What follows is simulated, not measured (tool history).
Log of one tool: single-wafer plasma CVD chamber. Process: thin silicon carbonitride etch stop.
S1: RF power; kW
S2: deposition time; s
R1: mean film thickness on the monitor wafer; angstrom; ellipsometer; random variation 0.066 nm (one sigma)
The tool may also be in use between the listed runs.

{"run": 1, "day": 0.0, "S1": 0.265, "S2": 26.9, "R1": 183.95}
{"run": 2, "day": 0.362, "S1": 0.3, "S2": 26.9, "R1": 190.05}
{"run": 3, "day": 0.596, "S1": 0.29, "S2": 26, "R1": 182.19}
{"run": 4, "day": 0.733, "S1": 0.29, "S2": 27.7, "R1": 193.32}
{"run": 5, "day": 1.046, "S1": 0.28, "S2": 26.7, "R1": 185.5}
{"run": 6, "day": 1.212, "S1": 0.28, "S2": 24.4, "R1": 169.46}
{"run": 7, "day": 1.438, "S1": 0.275, "S2": 24.1, "R1": 166.19}
{"run": 8, "day": 1.779, "S1": 0.27, "S2": 23.9, "R1": 163.02}

The next listed run, before its measurement:
{"run": 9, "day": 1.954, "S1": 0.265, "S2": 23.8, "R1": "?"}

{"run 9": {"R1": 163.32}}
